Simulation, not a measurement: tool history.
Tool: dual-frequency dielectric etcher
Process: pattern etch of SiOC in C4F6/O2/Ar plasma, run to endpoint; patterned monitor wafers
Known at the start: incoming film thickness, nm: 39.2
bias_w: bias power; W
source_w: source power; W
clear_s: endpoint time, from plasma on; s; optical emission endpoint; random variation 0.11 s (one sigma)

| run | hour | bias_w | source_w | clear_s |
|---|---|---|---|---|
| 1 | 0.0 | 592 | 300 | 15.542 |
| 2 | 7.4 | 486 | 300 | 16.065 |
| 3 | 11.9 | 424 | 300 | 16.438 |
| 4 | 14.9 | 417 | 300 | 16.562 |
| 5 | 20.5 | 417 | 320 | 16.180 |
| 6 | 25.9 | 417 | 370 | 15.588 |
| 7 | 33.9 | 408 | 360 | 15.932 |
| 8 | 36.2 | 400 | 350 | 15.766 |
| 9 | 41.3 | 393 | 340 | 16.037 |
| 10 | 45.2 | 387 | 330 | 16.242 |
| 11 | 53.2 | 387 | 330 | 16.138 |

Run 12 comes next. What will it give?
| 12 | 56.0 | 387 | 330 | ? |

Run 12 gave clear_s 16.315 s.

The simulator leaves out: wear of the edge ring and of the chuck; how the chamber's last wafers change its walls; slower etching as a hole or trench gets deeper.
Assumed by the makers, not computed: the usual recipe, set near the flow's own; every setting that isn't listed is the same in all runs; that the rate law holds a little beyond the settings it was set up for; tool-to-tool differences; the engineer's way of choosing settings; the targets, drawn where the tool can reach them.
